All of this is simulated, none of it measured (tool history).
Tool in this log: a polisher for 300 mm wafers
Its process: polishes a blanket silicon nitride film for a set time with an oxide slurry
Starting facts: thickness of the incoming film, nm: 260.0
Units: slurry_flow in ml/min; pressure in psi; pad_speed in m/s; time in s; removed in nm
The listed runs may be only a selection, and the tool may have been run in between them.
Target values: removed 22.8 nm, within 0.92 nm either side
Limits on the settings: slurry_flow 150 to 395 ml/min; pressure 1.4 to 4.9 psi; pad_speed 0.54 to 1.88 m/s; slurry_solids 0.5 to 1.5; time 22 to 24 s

Run 1, hour 0: slurry_flow 250 ml/min, pressure 3.1 psi, pad_speed 1.2 m/s, slurry_solids 1, time 24 s. Result: removed 12.678 nm.
Run 2, hour 7.6: slurry_flow 215 ml/min, pressure 3.1 psi, pad_speed 1.2 m/s, slurry_solids 1, time 24 s. Result: removed 12.462 nm.
Run 3, hour 8.1: slurry_flow 215 ml/min, pressure 3.4 psi, pad_speed 1.2 m/s, slurry_solids 1, time 24 s. Result: removed 13.74 nm.
Run 4, hour 10.6: slurry_flow 160 ml/min, pressure 3.4 psi, pad_speed 1.2 m/s, slurry_solids 1, time 24 s. Result: removed 13.053 nm.
Run 5, hour 12.3: slurry_flow 170 ml/min, pressure 3.6 psi, pad_speed 1.2 m/s, slurry_solids 1, time 24 s. Result: removed 14.001 nm.
Run 6, hour 15.4: slurry_flow 180 ml/min, pressure 3.8 psi, pad_speed 1.2 m/s, slurry_solids 1, time 24 s. Result: removed 14.912 nm.
Run 7, hour 19.6: slurry_flow 185 ml/min, pressure 4 psi, pad_speed 1.22 m/s, slurry_solids 1, time 24 s. Result: removed 15.846 nm.
Run 8, hour 21: slurry_flow 190 ml/min, pressure 4.1 psi, pad_speed 1.24 m/s, slurry_solids 1, time 24 s. Result: removed 16.264 nm.
Run 9, hour 27.1: slurry_flow 190 ml/min, pressure 4.2 psi, pad_speed 1.28 m/s, slurry_solids 1, time 24 s. Result: removed 17.187 nm.
Run 10, hour 30.3: slurry_flow 190 ml/min, pressure 4.3 psi, pad_speed 1.3 m/s, slurry_solids 1, time 24 s. Result: removed 17.97 nm.
Run 11, hour 30.9: slurry_flow 195 ml/min, pressure 4.9 psi, pad_speed 1.38 m/s, slurry_solids 1, time 24 s. Result: removed 20.958 nm.

Consider the 5 candidate settings below. Which is the only one whose results all fall within their allowed miss of target?
Run A, hour 31.5: slurry_flow 160 ml/min, pressure 4.9 psi, pad_speed 1.26 m/s, slurry_solids 1.05, time 24 s. Result: removed ?.
Run B, hour 31.5: slurry_flow 195 ml/min, pressure 4.4 psi, pad_speed 1.48 m/s, slurry_solids 1, time 23 s. Result: removed ?.
Run C, hour 31.5: slurry_flow 215 ml/min, pressure 4.6 psi, pad_speed 1.74 m/s, slurry_solids 0.95, time 24 s. Result: removed ?.
Run D, hour 31.5: slurry_flow 265 ml/min, pressure 4.9 psi, pad_speed 1.48 m/s, slurry_solids 0.9, time 22 s. Result: removed ?.
Run E, hour 31.5: slurry_flow 220 ml/min, pressure 4.4 psi, pad_speed 1.52 m/s, slurry_solids 0.95, time 22 s. Result: removed ?.

move  removed
   A   19.333
   B   18.757
   C   22.589
   D   19.934
   E   18.215
A: misses by more than the last run did
B: misses by more than the last run did
C: every result lands within tolerance
D: misses by more than the last run did
E: misses by more than the last run did
Move C is the one to make.
